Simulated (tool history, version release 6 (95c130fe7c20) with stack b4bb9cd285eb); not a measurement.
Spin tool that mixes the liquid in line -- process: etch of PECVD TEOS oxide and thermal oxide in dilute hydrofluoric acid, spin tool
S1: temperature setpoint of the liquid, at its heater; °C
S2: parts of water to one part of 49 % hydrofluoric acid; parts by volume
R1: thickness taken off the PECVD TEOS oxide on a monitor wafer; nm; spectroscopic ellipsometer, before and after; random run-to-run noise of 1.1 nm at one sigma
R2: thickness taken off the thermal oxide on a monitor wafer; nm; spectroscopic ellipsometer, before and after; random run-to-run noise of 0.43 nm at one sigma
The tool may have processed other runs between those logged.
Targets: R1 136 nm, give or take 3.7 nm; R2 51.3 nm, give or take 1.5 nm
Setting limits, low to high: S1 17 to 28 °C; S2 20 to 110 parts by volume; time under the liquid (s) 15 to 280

{"run": 1, "hour": 0.0, "S1": 20, "S2": 60, "time under the liquid (s)": 145, "R1": 25.23, "R2": 9.7191}
{"run": 2, "hour": 8.4, "S1": 20, "S2": 60, "time under the liquid (s)": 95, "R1": 16.652, "R2": 6.3413}
{"run": 3, "hour": 14.7, "S1": 20, "S2": 60, "time under the liquid (s)": 40, "R1": 7.1295, "R2": 2.6388}
{"run": 4, "hour": 16.5, "S1": 21.5, "S2": 55, "time under the liquid (s)": 65, "R1": 13.342, "R2": 5.1485}
{"run": 5, "hour": 22.7, "S1": 22, "S2": 50, "time under the liquid (s)": 80, "R1": 18.573, "R2": 7.0395}
{"run": 6, "hour": 24.0, "S1": 23, "S2": 45, "time under the liquid (s)": 90, "R1": 24.419, "R2": 9.2063}
{"run": 7, "hour": 32.0, "S1": 24, "S2": 40, "time under the liquid (s)": 100, "R1": 31.892, "R2": 12.173}
{"run": 8, "hour": 36.7, "S1": 24.5, "S2": 35, "time under the liquid (s)": 110, "R1": 41.659, "R2": 15.434}
{"hour": 43.0, "done": "thermometer replaced"}
{"run": 9, "hour": 43.0, "S1": 25, "S2": 35, "time under the liquid (s)": 120, "R1": 50.195, "R2": 19.346}
{"run": 10, "hour": 45.6, "S1": 25, "S2": 35, "time under the liquid (s)": 120, "R1": 49.856, "R2": 18.737}
{"run": 11, "hour": 47.7, "S1": 25.5, "S2": 35, "time under the liquid (s)": 125, "R1": 53.192, "R2": 20.334}
{"run": 12, "hour": 53.7, "S1": 26, "S2": 35, "time under the liquid (s)": 130, "R1": 55.803, "R2": 21.713}
{"run": 13, "hour": 54.5, "S1": 26, "S2": 35, "time under the liquid (s)": 135, "R1": 59.051, "R2": 22.354}
{"run": 14, "hour": 62.1, "S1": 26.5, "S2": 35, "time under the liquid (s)": 140, "R1": 62.854, "R2": 23.265}
{"run": 15, "hour": 65.1, "S1": 26.5, "S2": 35, "time under the liquid (s)": 145, "R1": 64.365, "R2": 24.705}
{"run": 16, "hour": 66.6, "S1": 26.5, "S2": 35, "time under the liquid (s)": 150, "R1": 66.099, "R2": 25.11}
{"run": 17, "hour": 67.6, "S1": 26.5, "S2": 35, "time under the liquid (s)": 155, "R1": 68.227, "R2": 26.551}
{"run": 18, "hour": 70.5, "S1": 28, "S2": 20, "time under the liquid (s)": 210, "R1": 179.28, "R2": 67.199}
{"run": 19, "hour": 72.1, "S1": 24, "S2": 20, "time under the liquid (s)": 210, "R1": 149.73, "R2": 56.896}
{"run": 20, "hour": 74.3, "S1": 23.5, "S2": 20, "time under the liquid (s)": 210, "R1": 148.06, "R2": 56.459}
{"run": 21, "hour": 75.1, "S1": 23, "S2": 20, "time under the liquid (s)": 210, "R1": 143.76, "R2": 54.078}
{"run": 22, "hour": 78.8, "S1": 22.5, "S2": 20, "time under the liquid (s)": 210, "R1": 141.64, "R2": 54.384}

Below are 4 possible settings for the next run. Only one of them brings all results inside the allowed miss of their targets. Which is it?
{"run": "A", "hour": 82.5, "S1": 24, "S2": 20, "time under the liquid (s)": 180, "R1": "?", "R2": "?"}
{"run": "B", "hour": 82.5, "S1": 26, "S2": 20, "time under the liquid (s)": 160, "R1": "?", "R2": "?"}
{"run": "C", "hour": 82.5, "S1": 18, "S2": 20, "time under the liquid (s)": 230, "R1": "?", "R2": "?"}
{"run": "D", "hour": 82.5, "S1": 25, "S2": 25, "time under the liquid (s)": 230, "R1": "?", "R2": "?"}

move=A R1=128.97 R2=49.273
move=B R1=124.67 R2=47.63
move=C R1=127.2 R2=48.599
move=D R1=136.54 R2=52.166
A: the result that was furthest off in the last run now lies on the other side of its target
B: the result that was furthest off in the last run now lies on the other side of its target
C: the result that was furthest off in the last run now lies on the other side of its target
D: meets every target
D is the move that brings every result within its allowed miss.

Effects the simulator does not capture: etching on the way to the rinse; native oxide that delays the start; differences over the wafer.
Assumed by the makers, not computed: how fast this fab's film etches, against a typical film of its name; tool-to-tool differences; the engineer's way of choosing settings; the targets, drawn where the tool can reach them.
